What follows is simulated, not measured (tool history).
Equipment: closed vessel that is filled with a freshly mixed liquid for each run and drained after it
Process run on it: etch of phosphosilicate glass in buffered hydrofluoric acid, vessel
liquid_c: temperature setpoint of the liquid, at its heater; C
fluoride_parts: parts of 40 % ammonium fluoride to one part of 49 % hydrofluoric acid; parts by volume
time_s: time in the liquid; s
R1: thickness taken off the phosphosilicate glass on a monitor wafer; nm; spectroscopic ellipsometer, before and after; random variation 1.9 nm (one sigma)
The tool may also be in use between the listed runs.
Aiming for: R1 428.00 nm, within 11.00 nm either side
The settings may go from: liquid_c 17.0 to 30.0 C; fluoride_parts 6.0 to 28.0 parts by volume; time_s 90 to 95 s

Run 1, hour 0.0: liquid_c 22.0 C, fluoride_parts 17.0 parts by volume, time_s 90 s. Result: R1 266.27 nm.
Run 2, hour 4.6: liquid_c 22.0 C, fluoride_parts 20.5 parts by volume, time_s 90 s. Result: R1 223.35 nm.
Run 3, hour 13.3: liquid_c 24.5 C, fluoride_parts 19.0 parts by volume, time_s 90 s. Result: R1 275.14 nm.
Run 4, hour 20.2: liquid_c 26.5 C, fluoride_parts 18.0 parts by volume, time_s 90 s. Result: R1 324.06 nm.
Run 5, hour 29.0: liquid_c 26.5 C, fluoride_parts 18.0 parts by volume, time_s 95 s. Result: R1 342.80 nm.
Run 6, hour 29.9: liquid_c 27.5 C, fluoride_parts 17.5 parts by volume, time_s 95 s. Result: R1 367.71 nm.
Run 7, hour 34.5: liquid_c 28.5 C, fluoride_parts 17.0 parts by volume, time_s 95 s. Result: R1 399.33 nm.
Run 8, hour 36.0: liquid_c 29.0 C, fluoride_parts 17.0 parts by volume, time_s 95 s. Result: R1 411.68 nm.

Which of these 4 next moves meets every target?
Run A, hour 37.5: liquid_c 29.5 C, fluoride_parts 17.0 parts by volume, time_s 90 s. Result: R1 ?.
Run B, hour 37.5: liquid_c 30.0 C, fluoride_parts 18.5 parts by volume, time_s 95 s. Result: R1 ?.
Run C, hour 37.5: liquid_c 29.5 C, fluoride_parts 16.0 parts by volume, time_s 90 s. Result: R1 ?.
Run D, hour 37.5: liquid_c 27.5 C, fluoride_parts 16.5 parts by volume, time_s 95 s. Result: R1 ?.

move      R1
   A  398.36
   B  397.32
   C  422.79
   D  389.35
A: the biggest miss grows against the last run
B: the biggest miss grows against the last run
C: every result lands within tolerance
D: the biggest miss grows against the last run
C meets every target.
